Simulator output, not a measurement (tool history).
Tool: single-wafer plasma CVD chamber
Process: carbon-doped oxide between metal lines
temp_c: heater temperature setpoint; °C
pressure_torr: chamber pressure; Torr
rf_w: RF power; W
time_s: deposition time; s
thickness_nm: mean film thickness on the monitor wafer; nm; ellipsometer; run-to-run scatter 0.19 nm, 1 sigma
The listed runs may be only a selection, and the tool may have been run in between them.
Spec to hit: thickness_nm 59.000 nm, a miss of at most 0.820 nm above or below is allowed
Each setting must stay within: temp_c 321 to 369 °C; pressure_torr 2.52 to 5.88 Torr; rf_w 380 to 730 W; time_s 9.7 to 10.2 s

run	hour	temp_c	pressure_torr	rf_w	time_s	thickness_nm
1	0.0	345	4.20	555	10.2	52.066
2	5.7	345	4.20	500	10.2	47.402
3	11.4	340	4.63	525	10.2	51.215
4	14.9	335	4.99	535	10.2	53.802
5	21.3	335	4.99	535	9.7	51.072
6	27.1	335	4.99	535	10.2	53.580
7	33.1	332	5.25	540	10.2	54.834
8	34.1	329	5.43	545	10.2	56.284
9	35.0	329	5.43	545	10.2	56.608
10	37.5	327	5.52	545	10.2	56.991
11	44.6	326	5.62	545	10.2	57.230
12	45.5	325	5.70	545	10.2	57.342

Which of these 4 next moves meets every target?
A	46.4	325	5.60	535	10.2	?
B	46.4	328	5.85	530	10.1	?
C	46.4	344	5.31	625	9.9	?
D	46.4	331	5.88	575	9.8	?

move	thickness_nm
A	56.501
B	55.146
C	58.820
D	57.184
A: misses by more than the last run did
B: misses by more than the last run did
C: every result within its allowed miss
D: misses by more than the last run did
Correct choice: C, which meets every target
